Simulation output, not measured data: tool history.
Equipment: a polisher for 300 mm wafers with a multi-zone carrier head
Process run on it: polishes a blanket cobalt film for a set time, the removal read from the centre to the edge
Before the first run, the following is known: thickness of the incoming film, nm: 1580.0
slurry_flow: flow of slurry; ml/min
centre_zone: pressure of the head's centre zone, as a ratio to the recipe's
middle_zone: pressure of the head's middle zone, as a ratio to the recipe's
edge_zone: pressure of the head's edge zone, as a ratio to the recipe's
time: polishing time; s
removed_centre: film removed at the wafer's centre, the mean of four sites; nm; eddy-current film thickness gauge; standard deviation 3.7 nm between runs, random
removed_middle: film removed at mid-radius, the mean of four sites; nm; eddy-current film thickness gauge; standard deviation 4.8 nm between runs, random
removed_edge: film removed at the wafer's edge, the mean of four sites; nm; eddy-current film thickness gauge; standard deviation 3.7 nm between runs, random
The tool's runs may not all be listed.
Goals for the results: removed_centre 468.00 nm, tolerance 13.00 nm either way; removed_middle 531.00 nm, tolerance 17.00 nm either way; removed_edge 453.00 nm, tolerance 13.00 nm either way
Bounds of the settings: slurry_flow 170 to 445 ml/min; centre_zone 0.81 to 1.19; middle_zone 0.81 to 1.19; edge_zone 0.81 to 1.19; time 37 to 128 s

run 1 hour=0.0 | slurry_flow=285 centre_zone=1.00 middle_zone=1.00 edge_zone=1.00 time=82 | removed_centre=441.21 removed_middle=437.76 removed_edge=453.47
run 2 hour=4.5 | slurry_flow=285 centre_zone=1.00 middle_zone=1.04 edge_zone=1.00 time=82 | removed_centre=438.11 removed_middle=462.60 removed_edge=455.42
run 3 hour=5.1 | slurry_flow=285 centre_zone=1.00 middle_zone=1.04 edge_zone=1.00 time=65 | removed_centre=346.68 removed_middle=362.71 removed_edge=350.56
run 4 hour=8.6 | slurry_flow=285 centre_zone=1.00 middle_zone=1.04 edge_zone=1.04 time=65 | removed_centre=346.05 removed_middle=363.91 removed_edge=356.26
run 5 hour=16.3 | slurry_flow=285 centre_zone=1.00 middle_zone=1.04 edge_zone=1.00 time=65 | removed_centre=352.78 removed_middle=358.47 removed_edge=363.23
run 6 hour=22.3 | slurry_flow=295 centre_zone=1.01 middle_zone=1.07 edge_zone=1.00 time=68 | removed_centre=363.77 removed_middle=393.57 removed_edge=372.34
run 7 hour=29.3 | slurry_flow=300 centre_zone=1.03 middle_zone=1.09 edge_zone=1.01 time=71 | removed_centre=383.72 removed_middle=412.25 removed_edge=386.24
run 8 hour=30.3 | slurry_flow=305 centre_zone=1.04 middle_zone=1.11 edge_zone=1.01 time=74 | removed_centre=408.17 removed_middle=434.19 removed_edge=408.89
run 9 hour=38.4 | slurry_flow=315 centre_zone=1.04 middle_zone=1.13 edge_zone=0.98 time=76 | removed_centre=424.33 removed_middle=460.49 removed_edge=413.98
run 10 hour=42.3 | slurry_flow=325 centre_zone=1.04 middle_zone=1.14 edge_zone=0.98 time=77 | removed_centre=425.73 removed_middle=473.98 removed_edge=425.66
run 11 hour=51.1 | slurry_flow=335 centre_zone=1.05 middle_zone=1.15 edge_zone=0.97 time=78 | removed_centre=438.31 removed_middle=475.85 removed_edge=420.82
run 12 hour=54.3 | slurry_flow=335 centre_zone=1.05 middle_zone=1.16 edge_zone=0.97 time=79 | removed_centre=437.25 removed_middle=483.36 removed_edge=440.43

Pick the move, out of 5, that brings all results within their allowed miss; only one does.
run A hour=57.5 | slurry_flow=325 centre_zone=0.99 middle_zone=1.09 edge_zone=1.04 time=76 | removed_centre=? removed_middle=? removed_edge=?
run B hour=57.5 | slurry_flow=385 centre_zone=1.04 middle_zone=1.19 edge_zone=0.95 time=83 | removed_centre=? removed_middle=? removed_edge=?
run C hour=57.5 | slurry_flow=290 centre_zone=0.92 middle_zone=1.19 edge_zone=1.02 time=85 | removed_centre=? removed_middle=? removed_edge=?
run D hour=57.5 | slurry_flow=360 centre_zone=1.12 middle_zone=1.05 edge_zone=0.98 time=81 | removed_centre=? removed_middle=? removed_edge=?
run E hour=57.5 | slurry_flow=425 centre_zone=0.86 middle_zone=1.10 edge_zone=1.05 time=78 | removed_centre=? removed_middle=? removed_edge=?

move=A removed_centre=410.10 removed_middle=442.17 removed_edge=425.01
move=B removed_centre=470.60 removed_middle=527.11 removed_edge=456.85
move=C removed_centre=431.57 removed_middle=528.72 removed_edge=469.00
move=D removed_centre=481.79 removed_middle=459.71 removed_edge=448.66
move=E removed_centre=389.54 removed_middle=466.20 removed_edge=443.60
A: further off than the last run
B: every result lands within tolerance
C: corrects the largest miss of the last run, while another result sits out of spec
D: further off than the last run
E: further off than the last run
Correct choice: B, which meets every target
